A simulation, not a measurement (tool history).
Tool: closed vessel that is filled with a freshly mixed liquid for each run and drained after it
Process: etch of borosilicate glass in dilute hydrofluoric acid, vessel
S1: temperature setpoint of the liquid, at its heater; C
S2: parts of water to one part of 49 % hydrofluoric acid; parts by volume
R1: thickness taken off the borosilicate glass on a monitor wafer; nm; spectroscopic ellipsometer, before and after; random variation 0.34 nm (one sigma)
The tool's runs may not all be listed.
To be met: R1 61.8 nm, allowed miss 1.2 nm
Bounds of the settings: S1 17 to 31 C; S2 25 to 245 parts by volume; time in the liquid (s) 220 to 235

{"run": 1, "hour": 0.0, "S1": 23, "S2": 135, "time in the liquid (s)": 220, "R1": 54.508}
{"run": 2, "hour": 2.8, "S1": 23, "S2": 95, "time in the liquid (s)": 220, "R1": 80.554}
{"run": 3, "hour": 7.8, "S1": 23, "S2": 95, "time in the liquid (s)": 235, "R1": 86.596}
{"run": 4, "hour": 12.6, "S1": 22, "S2": 95, "time in the liquid (s)": 235, "R1": 82.976}
{"run": 5, "hour": 20.4, "S1": 21, "S2": 95, "time in the liquid (s)": 235, "R1": 79.806}
{"run": 6, "hour": 22.2, "S1": 21, "S2": 95, "time in the liquid (s)": 220, "R1": 74.615}
{"run": 7, "hour": 29.8, "S1": 20.5, "S2": 95, "time in the liquid (s)": 220, "R1": 73.172}
{"run": 8, "hour": 34.9, "S1": 20, "S2": 95, "time in the liquid (s)": 220, "R1": 72.077}
{"run": 9, "hour": 42.3, "S1": 19.5, "S2": 95, "time in the liquid (s)": 220, "R1": 69.973}
{"run": 10, "hour": 46.4, "S1": 17, "S2": 100, "time in the liquid (s)": 220, "R1": 60.128}

Which of these 5 next moves meets every target?
{"run": "A", "hour": 50.5, "S1": 17.5, "S2": 110, "time in the liquid (s)": 235, "R1": "?"}
{"run": "B", "hour": 50.5, "S1": 18.5, "S2": 100, "time in the liquid (s)": 225, "R1": "?"}
{"run": "C", "hour": 50.5, "S1": 20.5, "S2": 105, "time in the liquid (s)": 220, "R1": "?"}
{"run": "D", "hour": 50.5, "S1": 20.5, "S2": 115, "time in the liquid (s)": 230, "R1": "?"}
{"run": "E", "hour": 50.5, "S1": 17, "S2": 110, "time in the liquid (s)": 235, "R1": "?"}

move=A R1=58.723
move=B R1=65.164
move=C R1=65.532
move=D R1=61.861
move=E R1=57.507
A: further off than the last run
B: takes the result that was furthest off past its target
C: takes the result that was furthest off past its target
D: meets every target
E: further off than the last run
The right move is D.
